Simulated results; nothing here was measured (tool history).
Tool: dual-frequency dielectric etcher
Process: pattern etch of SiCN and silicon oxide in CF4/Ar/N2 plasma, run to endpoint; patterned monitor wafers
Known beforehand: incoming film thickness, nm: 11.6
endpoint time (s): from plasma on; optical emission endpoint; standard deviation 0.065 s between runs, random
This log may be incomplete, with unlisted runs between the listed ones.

Run 1, hour 0: source power (kW) 0.52, bias power (kW) 0.068, Ar flow (sccm) 83, CF4 flow (sccm) 51. Result: endpoint time (s) 12.75.
Run 2, hour 1.9: source power (kW) 0.52, bias power (kW) 0.076, Ar flow (sccm) 83, CF4 flow (sccm) 51. Result: endpoint time (s) 12.239.
Run 3, hour 4.3: source power (kW) 0.52, bias power (kW) 0.088, Ar flow (sccm) 83, CF4 flow (sccm) 51. Result: endpoint time (s) 11.379.
Run 4, hour 9.9: source power (kW) 0.52, bias power (kW) 0.088, Ar flow (sccm) 92, CF4 flow (sccm) 51. Result: endpoint time (s) 11.591.
Run 5, hour 13.9: source power (kW) 0.52, bias power (kW) 0.088, Ar flow (sccm) 92, CF4 flow (sccm) 42. Result: endpoint time (s) 11.991.
Run 6, hour 21.9: source power (kW) 0.53, bias power (kW) 0.088, Ar flow (sccm) 92, CF4 flow (sccm) 42. Result: endpoint time (s) 11.812.

Estimate the outcome of run 7 from the log above:
Run 7, hour 28.2: source power (kW) 0.54, bias power (kW) 0.088, Ar flow (sccm) 92, CF4 flow (sccm) 42. Result: endpoint time (s) ?.

Run 7 gave endpoint time (s) 11.635.
